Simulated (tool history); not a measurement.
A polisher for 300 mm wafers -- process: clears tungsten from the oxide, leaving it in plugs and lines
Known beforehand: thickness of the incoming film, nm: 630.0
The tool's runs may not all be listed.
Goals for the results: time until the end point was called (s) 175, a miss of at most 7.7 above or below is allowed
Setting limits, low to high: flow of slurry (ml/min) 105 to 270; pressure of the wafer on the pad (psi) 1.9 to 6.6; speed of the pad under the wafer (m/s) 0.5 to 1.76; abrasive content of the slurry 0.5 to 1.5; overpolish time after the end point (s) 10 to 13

run	hour	flow of slurry (ml/min)	pressure of the wafer on the pad (psi)	speed of the pad under the wafer (m/s)	abrasive content of the slurry	overpolish time after the end point (s)	time until the end point was called (s)
1	0	175	4.2	1.12	1	13	105.76
2	0.9	175	4.2	1.12	1	10	106.24
3	6.7	175	3.8	1.12	1	10	114.43
4	11.4	140	3.8	1.12	1	10	119.6
5	12	140	3.8	1.28	1	10	106.41
6	12.6	140	3.8	1.28	0.85	10	112.58
7	14.6	140	3.5	1.28	0.85	10	118.98
8	16.2	140	3.3	1.28	0.85	10	127.8
9	25	140	3.1	1.28	0.85	10	131.91
10	25.8	140	2.9	1.28	0.85	10	141.84
11	29.9	140	2	1.26	0.85	10	191.05
12	31.4	140	2	1.26	0.85	10	188.96

4 next moves are on the table. One of them brings every result within its allowed miss. Which?
A	32.9	140	1.9	1.32	0.7	13	?
B	32.9	110	1.9	1.32	0.85	13	?
C	32.9	120	2.4	1.34	0.65	10	?
D	32.9	125	2.5	1.04	0.55	13	?

move	time until the end point was called (s)
A	202.09
B	201.6
C	174.76
D	211.14
A: its largest miss is bigger than the last run's
B: its largest miss is bigger than the last run's
C: each result inside its tolerance
D: its largest miss is bigger than the last run's
The right move is C.
